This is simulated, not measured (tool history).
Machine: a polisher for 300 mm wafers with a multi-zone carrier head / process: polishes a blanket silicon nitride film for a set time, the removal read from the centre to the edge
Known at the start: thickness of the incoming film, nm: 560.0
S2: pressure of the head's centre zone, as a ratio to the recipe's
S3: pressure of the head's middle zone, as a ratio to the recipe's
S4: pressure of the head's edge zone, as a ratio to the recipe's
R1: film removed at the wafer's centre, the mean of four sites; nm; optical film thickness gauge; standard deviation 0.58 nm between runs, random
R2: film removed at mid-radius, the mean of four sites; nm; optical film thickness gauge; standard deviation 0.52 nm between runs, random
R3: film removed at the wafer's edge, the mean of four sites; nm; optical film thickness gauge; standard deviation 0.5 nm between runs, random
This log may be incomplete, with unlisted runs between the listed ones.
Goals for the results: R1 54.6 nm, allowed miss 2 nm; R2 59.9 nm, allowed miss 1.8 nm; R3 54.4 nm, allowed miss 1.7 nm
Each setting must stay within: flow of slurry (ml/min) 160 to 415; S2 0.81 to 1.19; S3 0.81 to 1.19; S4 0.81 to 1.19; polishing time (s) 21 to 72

Run 1, hour 0: flow of slurry (ml/min) 265, S2 1, S3 1, S4 1, polishing time (s) 46. Result: R1 86.526 nm, R2 86.651 nm, R3 90.544 nm.
Run 2, hour 3.7: flow of slurry (ml/min) 265, S2 1, S3 1, S4 1, polishing time (s) 57. Result: R1 109.68 nm, R2 106.5 nm, R3 112.65 nm.
Run 3, hour 11.9: flow of slurry (ml/min) 265, S2 0.92, S3 1, S4 1, polishing time (s) 57. Result: R1 99.928 nm, R2 107.43 nm, R3 112.79 nm.
Run 4, hour 20.5: flow of slurry (ml/min) 265, S2 0.94, S3 1.01, S4 0.96, polishing time (s) 49. Result: R1 87.923 nm, R2 93.99 nm, R3 94.163 nm.
Run 5, hour 23.6: flow of slurry (ml/min) 265, S2 0.94, S3 1.01, S4 0.96, polishing time (s) 57. Result: R1 100.8 nm, R2 106.85 nm, R3 110.13 nm.
Run 6, hour 29.8: flow of slurry (ml/min) 265, S2 0.95, S3 1.01, S4 0.93, polishing time (s) 49. Result: R1 87.666 nm, R2 90.686 nm, R3 94.129 nm.
Run 7, hour 34.9: flow of slurry (ml/min) 270, S2 0.96, S3 1.04, S4 0.92, polishing time (s) 42. Result: R1 75.171 nm, R2 81.216 nm, R3 80.511 nm.
Run 8, hour 36.5: flow of slurry (ml/min) 270, S2 0.98, S3 1.06, S4 0.9, polishing time (s) 38. Result: R1 69.805 nm, R2 74.992 nm, R3 72.454 nm.
At hour 44.9: edge zone pressure recalibrated.
Run 9, hour 44.9: flow of slurry (ml/min) 265, S2 0.98, S3 1.09, S4 0.81, polishing time (s) 25. Result: R1 45.623 nm, R2 50.457 nm, R3 42.369 nm.
Run 10, hour 51.8: flow of slurry (ml/min) 285, S2 0.99, S3 1.1, S4 0.85, polishing time (s) 25. Result: R1 46.863 nm, R2 50.521 nm, R3 43.686 nm.
Run 11, hour 60.3: flow of slurry (ml/min) 285, S2 0.99, S3 1.12, S4 0.88, polishing time (s) 26. Result: R1 49.316 nm, R2 53.76 nm, R3 46.195 nm.
Run 12, hour 64.5: flow of slurry (ml/min) 285, S2 0.99, S3 1.12, S4 0.88, polishing time (s) 26. Result: R1 49.152 nm, R2 54.046 nm, R3 46.234 nm.
Run 13, hour 65.7: flow of slurry (ml/min) 285, S2 0.99, S3 1.13, S4 0.92, polishing time (s) 26. Result: R1 48.919 nm, R2 53.208 nm, R3 47.4 nm.
Run 14, hour 71.8: flow of slurry (ml/min) 285, S2 0.99, S3 1.14, S4 0.94, polishing time (s) 27. Result: R1 51.562 nm, R2 56.629 nm, R3 48.908 nm.
Run 15, hour 79.6: flow of slurry (ml/min) 285, S2 0.99, S3 1.14, S4 0.97, polishing time (s) 27. Result: R1 50.595 nm, R2 56.743 nm, R3 50.102 nm.
Run 16, hour 88.1: flow of slurry (ml/min) 285, S2 0.99, S3 1.14, S4 0.97, polishing time (s) 27. Result: R1 52.162 nm, R2 55.675 nm, R3 49.806 nm.

Which single option among these 4 for the next run brings every result within its allowed miss of target? Just one does.
Run A, hour 96.6: flow of slurry (ml/min) 165, S2 0.97, S3 1.06, S4 1.01, polishing time (s) 32. Result: R1 ?, R2 ?, R3 ?.
Run B, hour 96.6: flow of slurry (ml/min) 285, S2 1.06, S3 1.06, S4 0.98, polishing time (s) 26. Result: R1 ?, R2 ?, R3 ?.
Run C, hour 96.6: flow of slurry (ml/min) 270, S2 0.9, S3 0.87, S4 1.11, polishing time (s) 29. Result: R1 ?, R2 ?, R3 ?.
Run D, hour 96.6: flow of slurry (ml/min) 290, S2 0.98, S3 1.11, S4 0.98, polishing time (s) 29. Result: R1 ?, R2 ?, R3 ?.

move      R1      R2      R3
   A  56.559  61.117  58.983
   B  52.349  51.491  48.626
   C  49.253  48.526  57.303
   D  54.037  59.832  54.247
A: carries the result that was furthest off beyond its target, to the other side
B: lands further from the targets than the last run did
C: carries the result that was furthest off beyond its target, to the other side
D: in spec on every target
D meets every target.
